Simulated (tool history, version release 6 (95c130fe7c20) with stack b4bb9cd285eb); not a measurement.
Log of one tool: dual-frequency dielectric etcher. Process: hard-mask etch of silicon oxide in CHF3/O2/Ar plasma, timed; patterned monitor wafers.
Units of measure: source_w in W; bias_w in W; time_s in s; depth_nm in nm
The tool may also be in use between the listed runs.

run 1 hour=0.0 | source_w=900 bias_w=218 time_s=11.5 | depth_nm=30.307
run 2 hour=1.0 | source_w=930 bias_w=220 time_s=11.5 | depth_nm=30.899
run 3 hour=2.8 | source_w=950 bias_w=221 time_s=11.5 | depth_nm=30.944
run 4 hour=3.8 | source_w=970 bias_w=223 time_s=11.5 | depth_nm=31.321
run 5 hour=12.8 | source_w=990 bias_w=225 time_s=11.5 | depth_nm=31.338
run 6 hour=20.0 | source_w=1010 bias_w=229 time_s=11.5 | depth_nm=32.095
run 7 hour=24.3 | source_w=1020 bias_w=230 time_s=11.5 | depth_nm=32.161
run 8 hour=31.5 | source_w=1020 bias_w=230 time_s=11.5 | depth_nm=32.130

What will run 9 give?
run 9 hour=32.8 | source_w=1030 bias_w=231 time_s=11.5 | depth_nm=?

Run 9 measured depth_nm 32.589 nm.

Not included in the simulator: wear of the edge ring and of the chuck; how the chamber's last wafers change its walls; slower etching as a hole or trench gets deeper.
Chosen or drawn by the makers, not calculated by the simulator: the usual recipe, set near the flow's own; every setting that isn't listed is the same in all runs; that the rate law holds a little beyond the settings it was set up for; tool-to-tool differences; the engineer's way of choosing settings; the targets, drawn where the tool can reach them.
